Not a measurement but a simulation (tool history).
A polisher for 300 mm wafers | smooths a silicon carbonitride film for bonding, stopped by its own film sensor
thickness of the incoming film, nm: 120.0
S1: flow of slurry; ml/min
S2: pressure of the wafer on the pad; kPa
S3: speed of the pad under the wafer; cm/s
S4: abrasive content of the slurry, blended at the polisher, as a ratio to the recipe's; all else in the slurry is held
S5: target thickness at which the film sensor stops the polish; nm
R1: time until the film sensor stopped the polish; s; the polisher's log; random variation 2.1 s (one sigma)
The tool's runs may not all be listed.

{"run": 1, "day": 0.0, "S1": 310, "S2": 16.5, "S3": 104, "S4": 1.0, "S5": 85, "R1": 154.22}
{"run": 2, "day": 0.058, "S1": 310, "S2": 19.3, "S3": 104, "S4": 1.0, "S5": 85, "R1": 131.55}
{"run": 3, "day": 0.362, "S1": 310, "S2": 19.3, "S3": 104, "S4": 1.0, "S5": 85, "R1": 132.84}
{"run": 4, "day": 0.675, "S1": 310, "S2": 19.3, "S3": 126, "S4": 1.0, "S5": 85, "R1": 118.54}
{"run": 5, "day": 0.846, "S1": 310, "S2": 19.3, "S3": 142, "S4": 1.0, "S5": 85, "R1": 110.24}
{"run": 6, "day": 1.096, "S1": 310, "S2": 17.2, "S3": 140, "S4": 1.0, "S5": 85, "R1": 121.68}
{"run": 7, "day": 1.317, "S1": 310, "S2": 15.2, "S3": 138, "S4": 1.0, "S5": 85, "R1": 136.48}

Forecast run 8:
{"day": 1.542, "done": "worn pad replaced by a new one"}
{"run": 8, "day": 1.542, "S1": 310, "S2": 13.8, "S3": 136, "S4": 1.0, "S5": 85, "R1": "?"}

Run 8 gave R1 137.52 s.
